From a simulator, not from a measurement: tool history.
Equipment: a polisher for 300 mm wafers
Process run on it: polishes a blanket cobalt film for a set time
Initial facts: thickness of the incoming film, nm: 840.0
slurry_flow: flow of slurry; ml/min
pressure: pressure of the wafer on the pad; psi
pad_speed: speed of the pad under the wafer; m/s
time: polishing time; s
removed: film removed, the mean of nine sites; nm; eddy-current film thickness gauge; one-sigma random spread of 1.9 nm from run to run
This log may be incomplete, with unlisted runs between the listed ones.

run,hour,slurry_flow,pressure,pad_speed,time,removed
1,0,315,2.4,1.1,64,452.21
2,3.6,315,2.4,1.34,64,530.11
3,5.2,315,2.4,1.34,64,539.43
4,11.8,310,2,1.14,64,388.5
5,16.1,305,1.7,1,64,294.42
6,23.6,305,1.9,1,64,325.67
7,28.7,300,1.7,0.92,64,269.45
8,36.1,295,1.5,0.9,64,239.35
9,38.2,295,1.5,0.9,64,238.25
10,42.4,285,1.4,0.88,64,216.42
11,51.3,265,1.4,0.88,64,212.63
12,58.6,250,1.4,0.88,64,211.64
13,59.9,240,1.3,0.88,64,194.44

What does the tool deliver on the next run?
14,64,230,1.3,0.88,64,?

{"run 14": {"removed": 197.24}}
